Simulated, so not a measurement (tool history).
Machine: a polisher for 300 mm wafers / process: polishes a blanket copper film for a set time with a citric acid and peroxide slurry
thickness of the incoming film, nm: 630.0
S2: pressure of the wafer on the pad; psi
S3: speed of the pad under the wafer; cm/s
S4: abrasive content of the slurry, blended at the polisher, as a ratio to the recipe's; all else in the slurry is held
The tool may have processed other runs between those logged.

{"run": 1, "hour": 0.0, "flow of slurry (ml/min)": 215, "S2": 3.2, "S3": 118, "S4": 1, "polishing time (s)": 51, "film removed (angstrom)": 1297.1}
{"run": 2, "hour": 2.9, "flow of slurry (ml/min)": 190, "S2": 3.2, "S3": 118, "S4": 1, "polishing time (s)": 51, "film removed (angstrom)": 1284.6}
{"run": 3, "hour": 9.5, "flow of slurry (ml/min)": 190, "S2": 3.2, "S3": 118, "S4": 1, "polishing time (s)": 46, "film removed (angstrom)": 1140.1}
{"run": 4, "hour": 14.9, "flow of slurry (ml/min)": 180, "S2": 3.1, "S3": 118, "S4": 1, "polishing time (s)": 46, "film removed (angstrom)": 1108.5}
{"run": 5, "hour": 23.8, "flow of slurry (ml/min)": 170, "S2": 3.1, "S3": 118, "S4": 1, "polishing time (s)": 46, "film removed (angstrom)": 1087.7}
{"run": 6, "hour": 25.7, "flow of slurry (ml/min)": 160, "S2": 3.1, "S3": 118, "S4": 1, "polishing time (s)": 46, "film removed (angstrom)": 1080.7}
{"run": 7, "hour": 33.8, "flow of slurry (ml/min)": 155, "S2": 3.1, "S3": 118, "S4": 1, "polishing time (s)": 46, "film removed (angstrom)": 1068.1}
{"run": 8, "hour": 34.4, "flow of slurry (ml/min)": 155, "S2": 3.1, "S3": 118, "S4": 1, "polishing time (s)": 46, "film removed (angstrom)": 1079.7}
{"run": 9, "hour": 40.6, "flow of slurry (ml/min)": 150, "S2": 3.1, "S3": 118, "S4": 1, "polishing time (s)": 46, "film removed (angstrom)": 1064.3}

Run 10 is up next; what results do you expect?
{"run": 10, "hour": 45.8, "flow of slurry (ml/min)": 145, "S2": 3.1, "S3": 118, "S4": 1, "polishing time (s)": 46, "film removed (angstrom)": "?"}

Run 10 yielded film removed (angstrom) 1056.1.
